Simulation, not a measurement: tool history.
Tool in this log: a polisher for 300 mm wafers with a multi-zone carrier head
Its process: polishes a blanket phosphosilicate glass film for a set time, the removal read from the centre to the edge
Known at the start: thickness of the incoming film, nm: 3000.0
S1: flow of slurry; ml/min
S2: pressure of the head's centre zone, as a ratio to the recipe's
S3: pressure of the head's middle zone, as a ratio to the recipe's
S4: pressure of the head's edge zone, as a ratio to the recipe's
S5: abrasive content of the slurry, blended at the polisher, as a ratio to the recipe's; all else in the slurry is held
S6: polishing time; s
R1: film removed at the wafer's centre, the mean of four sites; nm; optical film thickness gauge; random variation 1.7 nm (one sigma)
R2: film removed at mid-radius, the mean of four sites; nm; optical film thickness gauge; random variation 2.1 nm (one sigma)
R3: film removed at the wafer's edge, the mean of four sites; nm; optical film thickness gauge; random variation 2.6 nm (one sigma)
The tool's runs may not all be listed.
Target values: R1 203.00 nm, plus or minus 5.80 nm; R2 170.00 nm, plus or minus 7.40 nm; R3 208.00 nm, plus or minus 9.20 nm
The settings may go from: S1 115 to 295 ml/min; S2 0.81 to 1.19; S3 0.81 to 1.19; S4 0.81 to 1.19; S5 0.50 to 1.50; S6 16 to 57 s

| run | day | S1 | S2 | S3 | S4 | S5 | S6 | R1 | R2 | R3 |
|---|---|---|---|---|---|---|---|---|---|---|
| 1 | 0.000 | 190 | 1.00 | 1.00 | 1.00 | 1.00 | 36 | 401.52 | 391.02 | 388.21 |
| 2 | 0.358 | 185 | 1.00 | 0.97 | 1.01 | 0.90 | 34 | 358.93 | 335.34 | 351.94 |
| 3 | 0.500 | 230 | 1.00 | 0.97 | 1.01 | 0.90 | 34 | 365.11 | 351.90 | 357.35 |
| 4 | 0.804 | 230 | 1.00 | 0.97 | 1.01 | 0.70 | 34 | 310.82 | 292.73 | 303.14 |
| 5 | 1.146 | 220 | 0.99 | 0.94 | 1.00 | 0.65 | 33 | 284.28 | 261.56 | 276.41 |
| 6 | 1.275 | 210 | 0.98 | 0.92 | 1.00 | 0.65 | 32 | 269.85 | 247.70 | 271.53 |
| 7 | 1.417 | 200 | 0.98 | 0.90 | 0.99 | 0.65 | 32 | 271.48 | 242.47 | 259.91 |
|  | 1.492 | edge zone pressure recalibrated |
| 8 | 1.492 | 190 | 0.97 | 0.89 | 1.00 | 0.65 | 31 | 254.19 | 233.81 | 267.01 |
| 9 | 1.733 | 185 | 0.97 | 0.88 | 0.99 | 0.65 | 30 | 250.47 | 218.79 | 258.36 |
| 10 | 1.862 | 185 | 0.96 | 0.87 | 0.97 | 0.65 | 30 | 247.44 | 220.51 | 248.39 |

Below are 5 possible settings for the next run. Only one of them brings all results inside the allowed miss of their targets. Which is it?
| A | 1.992 | 205 | 1.15 | 0.81 | 0.94 | 0.80 | 19 | ? | ? | ? |
| B | 1.992 | 165 | 1.07 | 0.81 | 1.02 | 0.60 | 24 | ? | ? | ? |
| C | 1.992 | 180 | 1.00 | 0.82 | 1.05 | 1.05 | 18 | ? | ? | ? |
| D | 1.992 | 195 | 1.06 | 0.82 | 0.81 | 0.55 | 27 | ? | ? | ? |
| E | 1.992 | 185 | 1.05 | 0.81 | 0.98 | 0.60 | 26 | ? | ? | ? |

| move | R1 | R2 | R3 |
|---|---|---|---|
| A | 216.74 | 156.73 | 180.40 |
| B | 200.14 | 156.25 | 188.33 |
| C | 204.53 | 172.19 | 207.89 |
| D | 212.76 | 168.68 | 180.32 |
| E | 216.64 | 172.05 | 202.54 |
A: nearer the targets than the last run, but a result is still out of spec
B: corrects the largest miss of the last run, while another result sits out of spec
C: meets every target
D: nearer the targets than the last run, but a result is still out of spec
E: nearer the targets than the last run, but a result is still out of spec
The right move is C.
